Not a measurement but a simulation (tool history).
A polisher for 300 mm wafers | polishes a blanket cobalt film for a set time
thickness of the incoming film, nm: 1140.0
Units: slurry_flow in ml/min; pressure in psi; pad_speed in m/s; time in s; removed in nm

run,day,slurry_flow,pressure,pad_speed,time,removed
1,0.000,150,2.4,0.94,28,144.81
2,0.058,150,2.4,1.14,28,173.75
3,0.379,150,2.4,1.30,28,194.66
4,0.596,150,2.9,1.30,28,234.75
5,0.829,150,2.4,1.20,27,176.59
6,1.162,170,2.4,1.20,27,182.71
7,1.462,170,2.4,1.20,27,181.77
# day 1.504: head pressure recalibrated
8,1.504,165,2.1,1.14,27,171.67

Forecast run 9:
9,1.658,155,1.9,1.00,26,?

Run 9 gave removed 130.74 nm.
